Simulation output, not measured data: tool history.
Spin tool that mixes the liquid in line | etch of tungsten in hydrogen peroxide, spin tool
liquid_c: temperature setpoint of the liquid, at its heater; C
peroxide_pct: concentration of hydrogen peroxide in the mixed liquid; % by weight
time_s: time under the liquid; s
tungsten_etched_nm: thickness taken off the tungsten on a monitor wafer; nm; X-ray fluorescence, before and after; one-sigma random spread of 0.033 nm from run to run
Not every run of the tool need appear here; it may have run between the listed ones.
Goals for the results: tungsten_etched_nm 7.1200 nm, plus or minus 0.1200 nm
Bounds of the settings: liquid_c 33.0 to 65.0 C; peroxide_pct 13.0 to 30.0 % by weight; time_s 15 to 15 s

{"run": 1, "day": 0.0, "liquid_c": 49.0, "peroxide_pct": 25.0, "time_s": 15, "tungsten_etched_nm": 14.548}
{"run": 2, "day": 0.292, "liquid_c": 47.5, "peroxide_pct": 25.0, "time_s": 15, "tungsten_etched_nm": 13.15}
{"run": 3, "day": 0.621, "liquid_c": 47.5, "peroxide_pct": 25.0, "time_s": 15, "tungsten_etched_nm": 13.215}
{"run": 4, "day": 0.667, "liquid_c": 47.5, "peroxide_pct": 25.0, "time_s": 15, "tungsten_etched_nm": 13.256}
{"run": 5, "day": 0.779, "liquid_c": 47.5, "peroxide_pct": 22.0, "time_s": 15, "tungsten_etched_nm": 12.403}
{"run": 6, "day": 1.021, "liquid_c": 47.5, "peroxide_pct": 22.0, "time_s": 15, "tungsten_etched_nm": 12.351}
{"run": 7, "day": 1.296, "liquid_c": 47.5, "peroxide_pct": 22.0, "time_s": 15, "tungsten_etched_nm": 12.407}
{"run": 8, "day": 1.404, "liquid_c": 39.5, "peroxide_pct": 22.0, "time_s": 15, "tungsten_etched_nm": 7.4153}

Consider the 4 candidate settings below. Which is the only one whose results all fall within their allowed miss of target?
{"run": "A", "day": 1.512, "liquid_c": 39.5, "peroxide_pct": 20.0, "time_s": 15, "tungsten_etched_nm": "?"}
{"run": "B", "day": 1.512, "liquid_c": 37.5, "peroxide_pct": 23.5, "time_s": 15, "tungsten_etched_nm": "?"}
{"run": "C", "day": 1.512, "liquid_c": 37.5, "peroxide_pct": 24.5, "time_s": 15, "tungsten_etched_nm": "?"}
{"run": "D", "day": 1.512, "liquid_c": 42.5, "peroxide_pct": 15.0, "time_s": 15, "tungsten_etched_nm": "?"}

move=A tungsten_etched_nm=7.1241
move=B tungsten_etched_nm=6.7712
move=C tungsten_etched_nm=6.9138
move=D tungsten_etched_nm=7.4907
A: all results land within tolerance of their targets
B: moves the result that the last run missed by most past its target, out the other side
C: moves the result that the last run missed by most past its target, out the other side
D: the biggest miss grows against the last run
The right move is A.

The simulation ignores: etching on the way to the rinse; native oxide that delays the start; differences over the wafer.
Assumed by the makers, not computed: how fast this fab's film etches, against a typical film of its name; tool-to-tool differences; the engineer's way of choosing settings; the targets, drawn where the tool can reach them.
